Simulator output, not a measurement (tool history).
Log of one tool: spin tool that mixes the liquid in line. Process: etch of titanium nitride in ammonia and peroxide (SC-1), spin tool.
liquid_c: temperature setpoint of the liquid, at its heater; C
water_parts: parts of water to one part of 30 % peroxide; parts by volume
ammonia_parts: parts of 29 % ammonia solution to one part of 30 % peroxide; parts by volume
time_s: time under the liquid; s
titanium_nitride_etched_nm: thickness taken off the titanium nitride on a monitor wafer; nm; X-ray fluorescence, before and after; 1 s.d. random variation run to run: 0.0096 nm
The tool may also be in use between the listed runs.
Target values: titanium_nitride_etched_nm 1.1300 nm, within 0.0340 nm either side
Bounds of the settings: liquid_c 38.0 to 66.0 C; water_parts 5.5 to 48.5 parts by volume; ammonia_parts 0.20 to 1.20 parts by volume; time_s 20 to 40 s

run	hour	liquid_c	water_parts	ammonia_parts	time_s	titanium_nitride_etched_nm
1	0.0	50.0	27.0	0.70	40	1.5169
2	6.0	50.0	35.5	0.70	40	1.2801
3	8.1	47.0	35.5	0.70	40	1.0417
4	14.0	51.0	35.5	0.70	40	1.3860
5	15.8	56.5	35.5	0.70	40	2.0285
6	18.4	54.5	35.5	0.70	40	1.7607
7	26.7	53.0	35.5	0.70	40	1.5915
8	33.4	52.0	35.5	0.70	40	1.4863
9	39.8	51.0	35.5	0.70	40	1.3803
10	48.5	50.5	35.5	0.70	40	1.3685
11	54.9	50.0	35.5	0.70	40	1.2892
12	55.5	49.5	35.5	0.70	40	1.2567
13	57.0	49.0	35.5	0.70	40	1.2126
14	60.6	48.5	35.5	0.70	40	1.1559

Consider the 5 candidate settings below. Which is the only one whose results all fall within their allowed miss of target?
A	64.2	45.5	21.0	0.50	40	?
B	64.2	48.5	34.5	0.55	40	?
C	64.2	46.5	27.5	0.80	40	?
D	64.2	48.0	33.5	0.80	40	?
E	64.2	51.0	44.5	0.65	40	?

move	titanium_nitride_etched_nm
A	1.1911
B	1.1316
C	1.2000
D	1.1930
E	1.2011
A: its largest miss is bigger than the last run's
B: hits every target within its allowed miss
C: its largest miss is bigger than the last run's
D: its largest miss is bigger than the last run's
E: its largest miss is bigger than the last run's
Move B is the one to make.

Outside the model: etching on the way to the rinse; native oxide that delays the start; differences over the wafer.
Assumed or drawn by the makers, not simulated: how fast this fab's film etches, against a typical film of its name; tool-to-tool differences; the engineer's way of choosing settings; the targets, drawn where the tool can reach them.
